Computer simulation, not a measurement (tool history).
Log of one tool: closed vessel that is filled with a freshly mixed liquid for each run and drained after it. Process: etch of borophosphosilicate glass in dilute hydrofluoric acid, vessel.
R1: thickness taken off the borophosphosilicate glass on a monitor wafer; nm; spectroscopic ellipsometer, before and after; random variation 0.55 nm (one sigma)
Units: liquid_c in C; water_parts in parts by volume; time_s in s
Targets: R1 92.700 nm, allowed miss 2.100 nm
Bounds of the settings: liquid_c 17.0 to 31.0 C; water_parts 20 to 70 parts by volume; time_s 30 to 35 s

Run 1, day 0.000: liquid_c 23.0 C, water_parts 40 parts by volume, time_s 35 s. Result: R1 50.520 nm.
Run 2, day 0.262: liquid_c 25.5 C, water_parts 35 parts by volume, time_s 35 s. Result: R1 64.045 nm.
Run 3, day 0.517: liquid_c 27.0 C, water_parts 35 parts by volume, time_s 35 s. Result: R1 68.210 nm.
Run 4, day 0.800: liquid_c 28.5 C, water_parts 35 parts by volume, time_s 35 s. Result: R1 72.148 nm.
Run 5, day 0.900: liquid_c 29.0 C, water_parts 35 parts by volume, time_s 35 s. Result: R1 73.355 nm.
Run 6, day 0.938: liquid_c 29.5 C, water_parts 35 parts by volume, time_s 35 s. Result: R1 74.530 nm.
Run 7, day 1.004: liquid_c 30.0 C, water_parts 35 parts by volume, time_s 35 s. Result: R1 77.746 nm.
Run 8, day 1.229: liquid_c 30.5 C, water_parts 35 parts by volume, time_s 35 s. Result: R1 78.636 nm.
Run 9, day 1.354: liquid_c 30.5 C, water_parts 35 parts by volume, time_s 35 s. Result: R1 77.838 nm.

5 next moves are on the table. One of them brings every result within its allowed miss. Which?
Run A, day 1.479: liquid_c 31.0 C, water_parts 40 parts by volume, time_s 30 s. Result: R1 ?.
Run B, day 1.479: liquid_c 29.0 C, water_parts 25 parts by volume, time_s 35 s. Result: R1 ?.
Run C, day 1.479: liquid_c 28.5 C, water_parts 25 parts by volume, time_s 35 s. Result: R1 ?.
Run D, day 1.479: liquid_c 30.5 C, water_parts 30 parts by volume, time_s 35 s. Result: R1 ?.
Run E, day 1.479: liquid_c 30.5 C, water_parts 35 parts by volume, time_s 30 s. Result: R1 ?.

move       R1
   A   59.258
   B  104.770
   C  102.690
   D   91.912
   E   66.968
A: further off than the last run
B: takes the result that was furthest off past its target
C: takes the result that was furthest off past its target
D: meets every target
E: further off than the last run
The right move is D.
